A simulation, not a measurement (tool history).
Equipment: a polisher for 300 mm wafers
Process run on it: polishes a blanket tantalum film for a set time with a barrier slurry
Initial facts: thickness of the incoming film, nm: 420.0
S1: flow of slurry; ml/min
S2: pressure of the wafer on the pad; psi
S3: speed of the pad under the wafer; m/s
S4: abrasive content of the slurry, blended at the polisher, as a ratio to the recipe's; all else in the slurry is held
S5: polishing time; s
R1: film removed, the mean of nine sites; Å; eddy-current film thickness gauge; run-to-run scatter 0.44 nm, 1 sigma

| run | day | S1 | S2 | S3 | S4 | S5 | R1 |
|---|---|---|---|---|---|---|---|
| 1 | 0 | 220 | 1.3 | 1.2 | 1 | 37 | 526.73 |
| 2 | 0.267 | 220 | 1.2 | 1.2 | 1 | 37 | 482.47 |
| 3 | 0.604 | 220 | 1.5 | 1.2 | 1 | 37 | 591.79 |
| 4 | 0.642 | 220 | 1.4 | 1.2 | 1 | 37 | 555.05 |
| 5 | 0.788 | 220 | 1.4 | 1.48 | 1 | 37 | 680.66 |
| 6 | 1.017 | 175 | 1.4 | 1.48 | 1 | 37 | 658.64 |
| 7 | 1.104 | 175 | 1.3 | 1.44 | 1 | 37 | 578.7 |
| 8 | 1.262 | 170 | 1.2 | 1.44 | 1 | 37 | 552.06 |

What will run 9 give?
| 9 | 1.412 | 170 | 1.1 | 1.42 | 1 | 37 | ? |

{"run 9": {"R1": 501.02}}
